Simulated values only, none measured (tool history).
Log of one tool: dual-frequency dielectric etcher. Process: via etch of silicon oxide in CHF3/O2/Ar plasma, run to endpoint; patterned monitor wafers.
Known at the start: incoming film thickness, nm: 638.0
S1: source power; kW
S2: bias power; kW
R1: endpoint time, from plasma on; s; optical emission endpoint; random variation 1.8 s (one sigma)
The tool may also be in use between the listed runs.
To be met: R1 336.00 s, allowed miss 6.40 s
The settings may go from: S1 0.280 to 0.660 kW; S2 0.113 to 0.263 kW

run  hour     S1     S2      R1
  1   0.0  0.470  0.188  303.98
  2   4.9  0.470  0.216  288.83
  3  12.7  0.440  0.216  298.91
  4  14.7  0.410  0.214  305.63
  5  16.9  0.410  0.247  289.03
     19.4  -- bias power generator calibrated
  6  19.4  0.380  0.240  303.81
  7  24.1  0.380  0.240  306.73
  8  26.0  0.380  0.240  304.80

Which of these 4 next moves meets every target?
  A  27.9  0.470  0.261   ?
  B  27.9  0.360  0.193   ?
  C  27.9  0.410  0.263   ?
  D  27.9  0.280  0.224   ?

move      R1
   A  274.99
   B  336.64
   C  288.00
   D  349.34
A: further off than the last run
B: meets every target
C: further off than the last run
D: takes the result that was furthest off past its target
Answer: B
